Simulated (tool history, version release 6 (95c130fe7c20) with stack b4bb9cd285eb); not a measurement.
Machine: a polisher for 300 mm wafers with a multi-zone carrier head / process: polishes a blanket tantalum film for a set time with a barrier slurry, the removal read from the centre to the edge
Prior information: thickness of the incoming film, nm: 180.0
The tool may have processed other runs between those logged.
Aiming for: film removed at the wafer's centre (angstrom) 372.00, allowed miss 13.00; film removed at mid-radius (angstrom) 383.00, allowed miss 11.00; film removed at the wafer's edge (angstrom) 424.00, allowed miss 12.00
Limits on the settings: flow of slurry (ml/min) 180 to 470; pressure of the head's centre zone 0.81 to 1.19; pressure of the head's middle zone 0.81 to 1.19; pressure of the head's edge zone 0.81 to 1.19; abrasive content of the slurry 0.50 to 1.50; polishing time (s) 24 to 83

run	hour	flow of slurry (ml/min)	pressure of the head's centre zone	pressure of the head's middle zone	pressure of the head's edge zone	abrasive content of the slurry	polishing time (s)	film removed at the wafer's centre (angstrom)	film removed at mid-radius (angstrom)	film removed at the wafer's edge (angstrom)
1	0.0	300	1.00	1.00	1.00	1.00	53	541.74	575.28	556.97
2	1.8	300	1.00	1.00	1.00	1.00	47	485.93	495.75	496.23
3	5.0	290	0.97	0.96	0.98	0.95	47	459.11	471.33	480.88
4	6.8	290	0.97	0.96	0.98	0.85	47	454.51	459.56	459.89
5	8.0	280	0.94	0.93	0.97	0.85	47	431.55	435.87	468.03
6	11.1	280	0.94	0.93	0.97	0.85	60	552.79	574.45	588.32
7	15.0	270	0.91	0.91	0.95	0.75	58	493.73	517.62	543.21
8	20.2	265	0.89	0.89	0.93	0.70	57	461.94	484.72	515.41

Which one of the following 5 next-run settings gets every result inside its allowed miss? There is exactly one.
A	25.4	275	0.81	0.81	0.99	0.70	49	?	?	?
B	25.4	215	0.88	0.81	0.95	0.70	47	?	?	?
C	25.4	250	0.90	0.89	1.01	0.55	50	?	?	?
D	25.4	245	0.89	0.95	0.91	0.70	60	?	?	?
E	25.4	205	0.83	0.82	1.01	0.80	47	?	?	?

move	film removed at the wafer's centre (angstrom)	film removed at mid-radius (angstrom)	film removed at the wafer's edge (angstrom)
A	379.03	386.53	457.47
B	377.91	361.08	422.39
C	379.52	383.56	424.67
D	495.39	533.53	534.07
E	375.10	380.08	452.91
A: corrects the largest miss of the last run, while another result sits out of spec
B: the result that was furthest off in the last run now lies on the other side of its target
C: meets every target
D: moves away from the targets compared with the last run
E: corrects the largest miss of the last run, while another result sits out of spec
Move C is the one to make.

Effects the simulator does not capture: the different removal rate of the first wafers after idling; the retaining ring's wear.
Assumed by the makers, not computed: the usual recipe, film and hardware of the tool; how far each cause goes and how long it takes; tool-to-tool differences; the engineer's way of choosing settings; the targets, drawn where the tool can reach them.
